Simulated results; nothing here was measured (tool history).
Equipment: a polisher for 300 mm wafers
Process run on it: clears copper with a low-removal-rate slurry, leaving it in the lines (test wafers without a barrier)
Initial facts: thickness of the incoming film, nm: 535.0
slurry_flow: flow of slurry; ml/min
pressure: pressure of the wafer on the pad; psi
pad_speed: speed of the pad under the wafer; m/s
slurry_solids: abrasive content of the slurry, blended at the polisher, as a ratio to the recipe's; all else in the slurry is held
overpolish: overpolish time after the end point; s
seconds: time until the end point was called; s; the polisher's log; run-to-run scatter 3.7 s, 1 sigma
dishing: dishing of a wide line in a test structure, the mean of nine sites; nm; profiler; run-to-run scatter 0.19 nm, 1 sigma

run  hour  slurry_flow  pressure  pad_speed  slurry_solids  overpolish  seconds  dishing
  1   0.0          290       3.5       0.90            1.0          12   190.27   24.283
  2   7.7          315       3.5       0.90            1.0          12   188.12   24.136
  3  13.1          315       3.5       1.00            1.0          12   169.41   26.077
  4  18.8          315       3.5       1.00            1.1          12   164.64   27.501
  5  24.4          315       3.5       1.00            1.1           8   160.59   18.875
  6  32.5          315       3.1       0.96            1.1           9   191.55   18.932
  7  36.6          315       2.7       0.94            1.1           9   214.31   16.969
  8  37.7          315       2.4       0.90            1.1           9   237.18   15.445

For run 9, what comes out?
  9  44.0          315       2.2       0.86            1.1          10        ?        ?

Run 9 produced seconds 269.54 s, dishing 14.858 nm.
